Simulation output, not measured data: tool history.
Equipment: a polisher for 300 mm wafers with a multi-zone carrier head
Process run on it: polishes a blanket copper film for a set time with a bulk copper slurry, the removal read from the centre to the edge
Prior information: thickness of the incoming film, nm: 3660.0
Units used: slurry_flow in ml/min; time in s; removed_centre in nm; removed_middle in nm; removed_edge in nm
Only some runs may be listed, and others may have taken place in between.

| run | day | slurry_flow | centre_zone | middle_zone | edge_zone | slurry_solids | time | removed_centre | removed_middle | removed_edge |
|---|---|---|---|---|---|---|---|---|---|---|
| 1 | 0.000 | 155 | 1.00 | 1.00 | 1.00 | 1.00 | 60 | 365.08 | 417.99 | 398.04 |
| 2 | 0.138 | 155 | 1.05 | 1.00 | 1.00 | 1.00 | 60 | 385.45 | 408.24 | 406.00 |
| 3 | 0.458 | 155 | 1.05 | 1.00 | 1.00 | 0.90 | 60 | 372.97 | 411.56 | 396.11 |
| 4 | 0.758 | 150 | 1.05 | 0.98 | 1.00 | 0.85 | 59 | 357.29 | 383.20 | 379.45 |
| 5 | 0.908 | 150 | 1.05 | 0.98 | 1.00 | 0.85 | 44 | 264.56 | 290.98 | 289.55 |
| 6 | 0.971 | 150 | 1.05 | 0.98 | 1.00 | 0.85 | 58 | 356.13 | 369.88 | 377.26 |

Predict the results of run 7:
|  | 1.300 | centre zone pressure recalibrated |
| 7 | 1.300 | 145 | 1.04 | 0.97 | 0.99 | 0.80 | 58 | ? | ? | ? |

removed_centre: 380.53 nm
removed_middle: 366.99 nm
removed_edge: 375.44 nm
